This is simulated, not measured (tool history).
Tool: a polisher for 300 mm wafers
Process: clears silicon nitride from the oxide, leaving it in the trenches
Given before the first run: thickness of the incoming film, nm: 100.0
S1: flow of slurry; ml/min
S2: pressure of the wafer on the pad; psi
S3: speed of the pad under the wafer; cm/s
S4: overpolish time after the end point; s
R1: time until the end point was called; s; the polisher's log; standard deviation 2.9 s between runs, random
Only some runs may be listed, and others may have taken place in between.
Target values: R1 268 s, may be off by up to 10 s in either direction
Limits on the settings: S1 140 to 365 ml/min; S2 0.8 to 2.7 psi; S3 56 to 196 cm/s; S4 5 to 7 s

| run | hour | S1 | S2 | S3 | S4 | R1 |
|---|---|---|---|---|---|---|
| 1 | 0 | 235 | 1.7 | 126 | 7 | 157.5 |
| 2 | 3.1 | 235 | 1.5 | 126 | 7 | 177.54 |
| 3 | 7.5 | 235 | 1.3 | 126 | 7 | 206.38 |
| 4 | 15.8 | 235 | 1.1 | 126 | 7 | 236.38 |
| 5 | 21.7 | 235 | 0.9 | 126 | 7 | 287.51 |
| 6 | 24.9 | 275 | 0.9 | 126 | 7 | 280.66 |
| 7 | 28.4 | 275 | 1 | 126 | 7 | 252.7 |
| 8 | 37 | 270 | 1 | 126 | 7 | 258.74 |

Consider the 5 candidate settings below. Which is the only one whose results all fall within their allowed miss of target?
| A | 45.6 | 240 | 1.1 | 120 | 7 | ? |
| B | 45.6 | 320 | 0.8 | 150 | 7 | ? |
| C | 45.6 | 285 | 1 | 128 | 5 | ? |
| D | 45.6 | 265 | 1.1 | 120 | 5 | ? |
| E | 45.6 | 305 | 0.8 | 162 | 5 | ? |

| move | R1 |
|---|---|
| A | 246.48 |
| B | 262.46 |
| C | 249.9 |
| D | 244.27 |
| E | 244.6 |
A: its largest miss is bigger than the last run's
B: hits every target within its allowed miss
C: its largest miss is bigger than the last run's
D: its largest miss is bigger than the last run's
E: its largest miss is bigger than the last run's
Go with B: it meets all targets.

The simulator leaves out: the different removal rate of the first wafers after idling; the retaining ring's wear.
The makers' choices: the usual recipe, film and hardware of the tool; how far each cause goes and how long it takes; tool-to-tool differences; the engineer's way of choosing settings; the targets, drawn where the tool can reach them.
